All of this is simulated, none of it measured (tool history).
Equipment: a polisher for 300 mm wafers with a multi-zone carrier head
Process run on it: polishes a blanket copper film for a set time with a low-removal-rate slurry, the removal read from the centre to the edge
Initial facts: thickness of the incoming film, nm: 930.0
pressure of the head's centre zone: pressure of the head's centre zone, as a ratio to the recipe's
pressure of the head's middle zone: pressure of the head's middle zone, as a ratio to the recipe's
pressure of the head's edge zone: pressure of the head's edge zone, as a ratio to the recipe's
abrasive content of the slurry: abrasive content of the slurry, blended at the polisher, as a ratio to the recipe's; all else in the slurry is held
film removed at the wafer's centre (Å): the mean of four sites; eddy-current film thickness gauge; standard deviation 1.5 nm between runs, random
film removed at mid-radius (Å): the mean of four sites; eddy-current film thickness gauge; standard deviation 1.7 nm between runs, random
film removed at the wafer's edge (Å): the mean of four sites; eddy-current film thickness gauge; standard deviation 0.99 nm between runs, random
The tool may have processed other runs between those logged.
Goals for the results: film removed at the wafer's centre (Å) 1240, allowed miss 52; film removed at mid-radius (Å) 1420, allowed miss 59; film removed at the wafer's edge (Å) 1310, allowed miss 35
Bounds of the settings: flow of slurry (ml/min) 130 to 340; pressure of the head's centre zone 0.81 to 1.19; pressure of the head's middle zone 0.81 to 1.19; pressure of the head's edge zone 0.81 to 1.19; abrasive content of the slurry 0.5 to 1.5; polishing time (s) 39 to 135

run,hour,flow of slurry (ml/min),pressure of the head's centre zone,pressure of the head's middle zone,pressure of the head's edge zone,abrasive content of the slurry,polishing time (s),film removed at the wafer's centre (Å),film removed at mid-radius (Å),film removed at the wafer's edge (Å)
1,0,220,1,1,1,1,87,1869.5,1884,1879.3
2,5.7,220,1,1,1.03,1,87,1878.4,1854.9,1907.1
3,7.1,220,1,1,1.03,1,68,1469.4,1451.6,1499.5
4,15.9,210,0.97,1.01,0.98,0.95,68,1361.7,1447.9,1437.9
5,23.2,210,0.97,1.01,1.05,0.95,68,1409.9,1462.9,1485.5
6,24.3,210,0.97,1.1,1.05,0.95,68,1401.6,1541.6,1470.5
7,25.4,200,0.97,1.09,1.01,0.9,68,1373.5,1500.5,1440.3
8,34,200,0.96,1.09,0.97,0.85,68,1381.4,1490.1,1396.4
9,42.3,190,0.94,1.09,0.95,0.8,68,1320.8,1445.3,1340
10,45.2,185,0.93,1.09,0.95,0.8,68,1303.8,1454.7,1363

Next run, 4 choices. One meets every target within its allowed miss, the rest don't. Which?
A,48.1,175,0.94,1.12,0.98,1.1,61,?,?,?
B,48.1,275,1.02,1.04,1,1.15,58,?,?,?
C,48.1,180,1.04,1.02,0.95,0.7,71,?,?,?
D,48.1,160,0.91,1.01,0.98,0.85,71,?,?,?

move,film removed at the wafer's centre (Å),film removed at mid-radius (Å),film removed at the wafer's edge (Å)
A,1207.8,1382.2,1305.6
B,1318.4,1325.3,1320.2
C,1400.2,1373.5,1372.5
D,1278,1392.8,1428.9
A: each result inside its tolerance
B: brings the last run's worst result on target, with another outside its allowed miss
C: its largest miss is bigger than the last run's
D: its largest miss is bigger than the last run's
A meets every target.

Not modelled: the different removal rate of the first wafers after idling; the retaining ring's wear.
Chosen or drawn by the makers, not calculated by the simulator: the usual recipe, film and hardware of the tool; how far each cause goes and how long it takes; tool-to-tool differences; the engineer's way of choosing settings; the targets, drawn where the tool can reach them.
